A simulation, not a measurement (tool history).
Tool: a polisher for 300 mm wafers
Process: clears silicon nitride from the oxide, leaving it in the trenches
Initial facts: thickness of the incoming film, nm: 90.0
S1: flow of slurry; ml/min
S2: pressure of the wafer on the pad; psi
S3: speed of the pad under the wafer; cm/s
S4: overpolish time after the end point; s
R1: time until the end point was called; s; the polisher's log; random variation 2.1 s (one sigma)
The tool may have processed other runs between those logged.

run 1 hour=0 | S1=165 S2=3.4 S3=86 S4=7 | R1=104.84
run 2 hour=3.9 | S1=165 S2=3.4 S3=86 S4=7 | R1=103.88
run 3 hour=7.7 | S1=165 S2=3.2 S3=86 S4=7 | R1=109.19
run 4 hour=11.1 | S1=165 S2=3 S3=86 S4=7 | R1=117.47
run 5 hour=17.6 | S1=165 S2=2.8 S3=86 S4=7 | R1=124.07
run 6 hour=18.7 | S1=165 S2=2.8 S3=96 S4=7 | R1=116.56
run 7 hour=20.6 | S1=165 S2=2.6 S3=96 S4=7 | R1=123.51
run 8 hour=27.8 | S1=160 S2=1.6 S3=94 S4=7 | R1=205.51

Run 9 has not been measured yet. What should we expect?
run 9 hour=32 | S1=165 S2=1.6 S3=94 S4=7 | R1=?

R1: 206.12 s

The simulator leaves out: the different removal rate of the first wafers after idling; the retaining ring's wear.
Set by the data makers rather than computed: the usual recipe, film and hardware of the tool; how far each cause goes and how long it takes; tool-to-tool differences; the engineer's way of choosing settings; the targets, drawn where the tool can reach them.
